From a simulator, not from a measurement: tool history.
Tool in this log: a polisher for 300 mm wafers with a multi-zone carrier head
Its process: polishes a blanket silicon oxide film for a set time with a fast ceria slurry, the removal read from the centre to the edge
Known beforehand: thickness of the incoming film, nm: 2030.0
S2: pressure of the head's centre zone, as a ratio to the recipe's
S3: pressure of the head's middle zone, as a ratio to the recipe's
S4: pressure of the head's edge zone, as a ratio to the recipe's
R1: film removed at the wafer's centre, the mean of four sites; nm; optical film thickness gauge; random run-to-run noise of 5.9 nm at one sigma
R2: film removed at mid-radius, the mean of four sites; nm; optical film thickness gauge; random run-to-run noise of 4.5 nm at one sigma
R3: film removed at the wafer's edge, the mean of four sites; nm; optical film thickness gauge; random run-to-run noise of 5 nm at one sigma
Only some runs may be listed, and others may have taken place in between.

run 1 hour=0 | flow_of_slurry_(ml/min)=310 S2=1 S3=1 S4=1 polishing_time_(s)=65 | R1=551.85 R2=557.98 R3=572.04
run 2 hour=9 | flow_of_slurry_(ml/min)=310 S2=1.02 S3=0.97 S4=0.97 polishing_time_(s)=59 | R1=523.86 R2=490.06 R3=491.64
run 3 hour=12.7 | flow_of_slurry_(ml/min)=310 S2=1.02 S3=0.97 S4=0.97 polishing_time_(s)=49 | R1=429.38 R2=409.71 R3=419.63
run 4 hour=16.2 | flow_of_slurry_(ml/min)=310 S2=1.02 S3=0.97 S4=0.97 polishing_time_(s)=64 | R1=559.32 R2=538.07 R3=544.76
run 5 hour=24.2 | flow_of_slurry_(ml/min)=310 S2=1.01 S3=0.93 S4=0.95 polishing_time_(s)=60 | R1=525.15 R2=491.54 R3=506.41
run 6 hour=32.8 | flow_of_slurry_(ml/min)=305 S2=1.01 S3=0.91 S4=0.94 polishing_time_(s)=57 | R1=497.41 R2=449.83 R3=473.3
run 7 hour=36.6 | flow_of_slurry_(ml/min)=300 S2=1 S3=0.89 S4=0.92 polishing_time_(s)=55 | R1=473.1 R2=433.14 R3=455.84

Run 8 has not been measured yet. What should we expect?
run 8 hour=45.1 | flow_of_slurry_(ml/min)=300 S2=1 S3=0.88 S4=0.9 polishing_time_(s)=54 | R1=? R2=? R3=?

Logged for run 8: R1 462.76 nm, R2 421.19 nm, R3 444 nm.
